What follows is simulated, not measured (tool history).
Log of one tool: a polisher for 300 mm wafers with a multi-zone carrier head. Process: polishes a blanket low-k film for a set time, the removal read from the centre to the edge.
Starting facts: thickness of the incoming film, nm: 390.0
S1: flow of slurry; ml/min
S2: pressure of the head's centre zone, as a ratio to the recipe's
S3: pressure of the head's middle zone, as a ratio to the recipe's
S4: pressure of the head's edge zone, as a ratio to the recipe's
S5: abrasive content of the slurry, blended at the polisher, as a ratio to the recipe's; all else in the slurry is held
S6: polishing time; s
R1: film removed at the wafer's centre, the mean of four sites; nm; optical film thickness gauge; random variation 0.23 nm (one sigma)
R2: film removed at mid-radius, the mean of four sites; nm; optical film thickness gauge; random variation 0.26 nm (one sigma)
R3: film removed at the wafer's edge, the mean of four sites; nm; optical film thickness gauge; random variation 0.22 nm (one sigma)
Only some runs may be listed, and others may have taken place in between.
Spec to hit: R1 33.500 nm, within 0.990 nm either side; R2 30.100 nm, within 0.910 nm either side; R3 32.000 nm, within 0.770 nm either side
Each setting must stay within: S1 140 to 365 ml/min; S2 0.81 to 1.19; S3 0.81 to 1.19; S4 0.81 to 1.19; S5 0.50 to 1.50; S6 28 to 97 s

run,hour,S1,S2,S3,S4,S5,S6,R1,R2,R3
1,0.0,235,1.00,1.00,1.00,1.00,62,26.881,26.777,27.685
2,1.0,245,1.02,1.01,1.02,1.00,62,27.606,27.120,28.121
3,9.6,255,1.04,1.02,1.04,1.00,62,28.292,27.081,28.397
4,17.5,260,1.05,1.03,1.06,1.00,62,28.683,27.279,28.858
5,19.5,265,1.06,1.04,1.07,1.00,62,29.080,28.206,28.938
6,20.1,265,1.06,1.12,1.07,1.00,62,29.020,29.672,28.817
# hour 21.7: edge zone pressure recalibrated
7,21.7,270,1.07,1.11,1.09,1.00,62,29.294,29.556,27.838
8,25.7,205,1.10,1.01,1.02,1.25,63,32.758,30.201,29.445
9,30.2,215,1.10,1.00,1.03,1.25,63,33.281,29.640,29.743
10,35.5,220,1.09,1.00,1.04,1.25,63,32.802,29.403,30.034

Exercise: of the 4 proposed moves below, exactly one satisfies all targets within the stated allowed misses. Which move is it?
A,40.8,180,1.09,1.04,0.94,1.20,68,?,?,?
B,40.8,225,1.17,0.99,1.00,1.30,61,?,?,?
C,40.8,305,1.07,0.89,1.16,1.25,61,?,?,?
D,40.8,210,1.07,0.97,1.08,1.35,64,?,?,?

move,R1,R2,R3
A,33.958,31.274,29.810
B,35.237,28.899,29.302
C,32.937,27.045,31.937
D,33.940,30.006,32.202
A: moves away from the targets compared with the last run
B: moves away from the targets compared with the last run
C: corrects the largest miss of the last run, while another result sits out of spec
D: every result lands within tolerance
D is the move that brings every result within its allowed miss.
